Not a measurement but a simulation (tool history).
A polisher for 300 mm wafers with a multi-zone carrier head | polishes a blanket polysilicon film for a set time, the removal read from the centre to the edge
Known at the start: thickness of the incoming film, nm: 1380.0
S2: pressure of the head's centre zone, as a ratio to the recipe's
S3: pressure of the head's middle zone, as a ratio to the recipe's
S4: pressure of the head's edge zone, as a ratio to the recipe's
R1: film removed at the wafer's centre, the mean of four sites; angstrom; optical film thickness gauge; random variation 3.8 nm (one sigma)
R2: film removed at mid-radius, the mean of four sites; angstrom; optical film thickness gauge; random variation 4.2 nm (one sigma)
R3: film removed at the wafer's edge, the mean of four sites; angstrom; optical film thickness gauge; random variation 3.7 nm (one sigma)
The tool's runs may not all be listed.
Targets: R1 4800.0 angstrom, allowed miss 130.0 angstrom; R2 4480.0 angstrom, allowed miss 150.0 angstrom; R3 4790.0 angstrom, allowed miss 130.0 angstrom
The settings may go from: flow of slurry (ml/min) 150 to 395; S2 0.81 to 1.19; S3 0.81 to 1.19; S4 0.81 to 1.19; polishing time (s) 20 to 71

{"run": 1, "hour": 0.0, "flow of slurry (ml/min)": 250, "S2": 1.0, "S3": 1.0, "S4": 1.0, "polishing time (s)": 45, "R1": 3918.7, "R2": 3829.7, "R3": 3831.4}
{"run": 2, "hour": 3.2, "flow of slurry (ml/min)": 190, "S2": 1.0, "S3": 1.0, "S4": 1.0, "polishing time (s)": 45, "R1": 3711.2, "R2": 3773.0, "R3": 3724.1}
{"run": 3, "hour": 7.1, "flow of slurry (ml/min)": 215, "S2": 1.01, "S3": 1.01, "S4": 1.04, "polishing time (s)": 46, "R1": 3967.5, "R2": 4001.4, "R3": 3940.1}
{"run": 4, "hour": 12.9, "flow of slurry (ml/min)": 260, "S2": 1.01, "S3": 1.01, "S4": 1.04, "polishing time (s)": 46, "R1": 4035.6, "R2": 3990.9, "R3": 3961.1}
{"run": 5, "hour": 19.9, "flow of slurry (ml/min)": 260, "S2": 1.01, "S3": 1.01, "S4": 1.04, "polishing time (s)": 52, "R1": 4600.1, "R2": 4606.5, "R3": 4428.3}
{"run": 6, "hour": 28.1, "flow of slurry (ml/min)": 260, "S2": 1.01, "S3": 0.98, "S4": 1.04, "polishing time (s)": 52, "R1": 4562.8, "R2": 4470.5, "R3": 4532.1}
{"run": 7, "hour": 30.7, "flow of slurry (ml/min)": 270, "S2": 1.01, "S3": 0.97, "S4": 1.05, "polishing time (s)": 52, "R1": 4545.1, "R2": 4357.1, "R3": 4576.3}
{"run": 8, "hour": 32.2, "flow of slurry (ml/min)": 280, "S2": 1.01, "S3": 0.97, "S4": 1.06, "polishing time (s)": 52, "R1": 4645.0, "R2": 4421.0, "R3": 4573.4}
{"run": 9, "hour": 36.2, "flow of slurry (ml/min)": 285, "S2": 1.01, "S3": 0.97, "S4": 1.07, "polishing time (s)": 52, "R1": 4601.3, "R2": 4453.4, "R3": 4592.9}
{"run": 10, "hour": 44.0, "flow of slurry (ml/min)": 290, "S2": 1.01, "S3": 0.96, "S4": 1.08, "polishing time (s)": 52, "R1": 4578.5, "R2": 4437.9, "R3": 4548.7}
{"run": 11, "hour": 49.8, "flow of slurry (ml/min)": 290, "S2": 1.01, "S3": 0.95, "S4": 1.08, "polishing time (s)": 52, "R1": 4585.7, "R2": 4446.3, "R3": 4634.5}

Which of these 5 next moves meets every target?
{"run": "A", "hour": 55.6, "flow of slurry (ml/min)": 310, "S2": 0.97, "S3": 0.91, "S4": 1.13, "polishing time (s)": 53, "R1": "?", "R2": "?", "R3": "?"}
{"run": "B", "hour": 55.6, "flow of slurry (ml/min)": 285, "S2": 0.94, "S3": 1.01, "S4": 1.13, "polishing time (s)": 51, "R1": "?", "R2": "?", "R3": "?"}
{"run": "C", "hour": 55.6, "flow of slurry (ml/min)": 265, "S2": 1.02, "S3": 0.93, "S4": 1.08, "polishing time (s)": 54, "R1": "?", "R2": "?", "R3": "?"}
{"run": "D", "hour": 55.6, "flow of slurry (ml/min)": 350, "S2": 0.95, "S3": 0.92, "S4": 1.11, "polishing time (s)": 52, "R1": "?", "R2": "?", "R3": "?"}
{"run": "E", "hour": 55.6, "flow of slurry (ml/min)": 265, "S2": 0.86, "S3": 0.83, "S4": 1.07, "polishing time (s)": 57, "R1": "?", "R2": "?", "R3": "?"}

move=A R1=4494.7 R2=4308.8 R3=4796.6
move=B R1=4168.4 R2=4423.7 R3=4583.8
move=C R1=4721.7 R2=4390.3 R3=4732.5
move=D R1=4374.5 R2=4303.2 R3=4703.3
move=E R1=4254.7 R2=4295.4 R3=4979.9
A: further off than the last run
B: further off than the last run
C: meets every target
D: further off than the last run
E: further off than the last run
Answer: C

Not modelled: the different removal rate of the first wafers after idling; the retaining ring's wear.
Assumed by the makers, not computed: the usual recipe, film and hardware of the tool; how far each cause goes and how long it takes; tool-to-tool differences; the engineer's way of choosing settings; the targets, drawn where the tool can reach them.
